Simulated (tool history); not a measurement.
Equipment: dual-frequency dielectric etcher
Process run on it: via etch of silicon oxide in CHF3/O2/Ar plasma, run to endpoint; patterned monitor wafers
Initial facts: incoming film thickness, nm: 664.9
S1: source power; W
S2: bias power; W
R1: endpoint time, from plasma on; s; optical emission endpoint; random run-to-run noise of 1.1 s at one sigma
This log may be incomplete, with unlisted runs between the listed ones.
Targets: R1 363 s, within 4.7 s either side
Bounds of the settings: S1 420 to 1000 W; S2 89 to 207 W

run 1 hour=0 | S1=710 S2=148 | R1=312.96
run 2 hour=2 | S1=710 S2=172 | R1=300.02
run 3 hour=7.9 | S1=710 S2=153 | R1=309.81
run 4 hour=15.7 | S1=710 S2=175 | R1=298.62
run 5 hour=24.8 | S1=710 S2=196 | R1=291.36
run 6 hour=33.4 | S1=620 S2=183 | R1=322.31
run 7 hour=41.5 | S1=480 S2=180 | R1=384.07
run 8 hour=48.1 | S1=500 S2=180 | R1=371.53
run 9 hour=49.2 | S1=540 S2=180 | R1=354.14
run 10 hour=54.5 | S1=530 S2=180 | R1=357.16

Which of these 5 next moves meets every target?
run A hour=59.8 | S1=530 S2=174 | R1=?
run B hour=59.8 | S1=570 S2=166 | R1=?
run C hour=59.8 | S1=540 S2=185 | R1=?
run D hour=59.8 | S1=550 S2=179 | R1=?
run E hour=59.8 | S1=540 S2=187 | R1=?

move=A R1=362.31
move=B R1=349.25
move=C R1=351.92
move=D R1=350.66
move=E R1=350.9
A: all results in spec
B: misses by more than the last run did
C: misses by more than the last run did
D: misses by more than the last run did
E: misses by more than the last run did
Answer: A
